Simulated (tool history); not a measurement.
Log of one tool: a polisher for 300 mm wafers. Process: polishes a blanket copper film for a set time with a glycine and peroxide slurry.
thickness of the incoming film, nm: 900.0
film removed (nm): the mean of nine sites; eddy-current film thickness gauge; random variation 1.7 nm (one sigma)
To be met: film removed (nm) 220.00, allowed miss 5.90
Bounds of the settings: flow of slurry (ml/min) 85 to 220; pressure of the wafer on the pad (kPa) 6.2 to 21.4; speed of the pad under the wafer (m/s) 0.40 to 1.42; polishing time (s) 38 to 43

run,hour,flow of slurry (ml/min),pressure of the wafer on the pad (kPa),speed of the pad under the wafer (m/s),polishing time (s),film removed (nm)
1,0.0,140,13.8,0.90,43,145.32
2,5.7,145,14.5,0.90,43,149.57
3,14.0,145,14.5,0.90,43,150.95
4,15.6,145,14.5,0.90,38,133.31
# hour 21.2: worn pad replaced by a new one
5,21.2,145,15.2,0.92,38,149.22
6,22.6,145,17.2,0.92,38,166.11
7,30.3,145,17.9,0.92,38,168.23
8,38.8,150,18.6,0.92,38,174.48
9,43.6,150,18.6,0.94,38,175.77
10,49.6,150,18.6,0.96,38,180.67
11,51.1,150,20.0,1.00,38,195.79
12,52.2,160,20.7,1.04,38,205.44

4 next moves are on the table. One of them brings every result within its allowed miss. Which?
A,53.3,135,21.4,0.88,42,?
B,53.3,145,20.7,0.96,40,?
C,53.3,145,21.4,1.04,38,?
D,53.3,150,20.7,1.02,41,?

move,film removed (nm)
A,201.99
B,201.67
C,207.83
D,216.87
A: further off than the last run
B: further off than the last run
C: nearer than the last run, and not there yet
D: meets every target
The right move is D.

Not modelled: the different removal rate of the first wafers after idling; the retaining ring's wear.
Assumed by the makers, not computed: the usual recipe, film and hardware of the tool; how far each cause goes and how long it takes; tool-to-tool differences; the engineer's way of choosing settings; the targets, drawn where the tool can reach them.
